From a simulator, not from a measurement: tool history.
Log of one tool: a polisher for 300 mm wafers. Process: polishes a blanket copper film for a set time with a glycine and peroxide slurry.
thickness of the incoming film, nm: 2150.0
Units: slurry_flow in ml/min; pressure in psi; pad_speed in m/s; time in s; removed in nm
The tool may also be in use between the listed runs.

| run | day | slurry_flow | pressure | pad_speed | time | removed |
|---|---|---|---|---|---|---|
| 1 | 0 | 185 | 3.2 | 0.86 | 68 | 373 |
| 2 | 0.133 | 185 | 3.2 | 0.76 | 68 | 348.22 |
| 3 | 0.3 | 185 | 2.7 | 0.76 | 68 | 304.16 |
| 4 | 0.35 | 185 | 2.2 | 0.76 | 68 | 254.07 |
| 5 | 0.504 | 195 | 2.4 | 0.76 | 68 | 278.17 |
| 6 | 0.588 | 210 | 2.5 | 0.76 | 68 | 288.37 |

The next listed run, before its measurement:
| 7 | 0.954 | 220 | 2.6 | 0.76 | 68 | ? |

Run 7 gave removed 298.96 nm.

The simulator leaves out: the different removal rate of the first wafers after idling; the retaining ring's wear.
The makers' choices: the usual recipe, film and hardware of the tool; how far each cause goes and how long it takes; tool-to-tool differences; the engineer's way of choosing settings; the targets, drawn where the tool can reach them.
